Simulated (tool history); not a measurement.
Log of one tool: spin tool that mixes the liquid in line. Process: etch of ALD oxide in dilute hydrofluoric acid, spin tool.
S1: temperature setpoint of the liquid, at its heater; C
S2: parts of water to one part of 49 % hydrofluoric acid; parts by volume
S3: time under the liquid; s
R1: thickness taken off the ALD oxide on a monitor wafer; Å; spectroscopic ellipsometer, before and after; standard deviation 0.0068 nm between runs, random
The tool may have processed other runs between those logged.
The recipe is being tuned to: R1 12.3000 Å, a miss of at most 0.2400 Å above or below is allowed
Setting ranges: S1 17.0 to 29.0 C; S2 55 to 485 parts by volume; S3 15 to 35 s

run,hour,S1,S2,S3,R1
1,0.0,21.0,270,35,9.9002
2,2.3,21.0,270,35,10.0600
3,7.7,22.0,270,35,10.3460
4,8.3,22.0,180,35,16.8080
5,12.5,22.0,180,35,16.9180
6,18.6,20.5,180,35,15.8790
7,24.9,17.0,210,35,11.4600
8,33.2,17.5,210,35,11.7700
9,41.9,18.0,210,35,12.0560

Exactly one of the 4 candidate moves below puts every result within its allowed miss. Which one?
A,50.6,17.0,210,35,?
B,50.6,17.5,210,35,?
C,50.6,22.0,245,35,?
D,50.6,20.5,225,35,?

move,R1
A,11.6240
B,11.8580
C,11.7230
D,12.2830
A: lands further from the targets than the last run did
B: lands further from the targets than the last run did
C: lands further from the targets than the last run did
D: hits every target within its allowed miss
So the answer is move D, the one that meets all the targets.

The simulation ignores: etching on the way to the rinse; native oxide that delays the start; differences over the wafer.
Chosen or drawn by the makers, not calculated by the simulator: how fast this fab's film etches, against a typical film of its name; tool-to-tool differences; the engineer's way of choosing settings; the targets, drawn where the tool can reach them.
